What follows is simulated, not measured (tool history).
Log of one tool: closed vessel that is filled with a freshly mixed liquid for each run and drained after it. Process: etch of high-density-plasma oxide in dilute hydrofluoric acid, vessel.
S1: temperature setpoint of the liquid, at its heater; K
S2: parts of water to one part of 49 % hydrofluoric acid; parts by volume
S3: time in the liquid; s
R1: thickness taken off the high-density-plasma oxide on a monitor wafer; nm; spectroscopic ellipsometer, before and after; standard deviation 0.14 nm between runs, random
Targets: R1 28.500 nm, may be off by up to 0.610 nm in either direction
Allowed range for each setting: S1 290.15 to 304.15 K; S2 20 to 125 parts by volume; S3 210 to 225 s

run 1 hour=0.0 | S1=296.15 S2=70 S3=210 | R1=38.024
run 2 hour=8.4 | S1=299.65 S2=70 S3=210 | R1=44.272
run 3 hour=16.7 | S1=296.65 S2=70 S3=210 | R1=38.654
run 4 hour=18.9 | S1=296.65 S2=70 S3=210 | R1=38.851
run 5 hour=26.9 | S1=294.65 S2=70 S3=210 | R1=35.859
run 6 hour=35.7 | S1=293.15 S2=70 S3=210 | R1=33.855
run 7 hour=43.4 | S1=293.15 S2=70 S3=210 | R1=33.657
run 8 hour=51.1 | S1=292.15 S2=70 S3=210 | R1=32.564
-- hour=59.7 hydrofluoric acid flow meter replaced
run 9 hour=59.7 | S1=291.65 S2=70 S3=210 | R1=29.295

Below are 4 possible settings for the next run. Only one of them brings all results inside the allowed miss of their targets. Which is it?
run A hour=68.3 | S1=291.65 S2=80 S3=220 | R1=?
run B hour=68.3 | S1=291.65 S2=75 S3=220 | R1=?
run C hour=68.3 | S1=290.65 S2=70 S3=225 | R1=?
run D hour=68.3 | S1=292.15 S2=80 S3=220 | R1=?

move=A R1=26.517
move=B R1=28.443
move=C R1=30.035
move=D R1=27.080
A: takes the result that was furthest off past its target
B: meets every target
C: moves away from the targets compared with the last run
D: takes the result that was furthest off past its target
So the answer is move B, the one that meets all the targets.
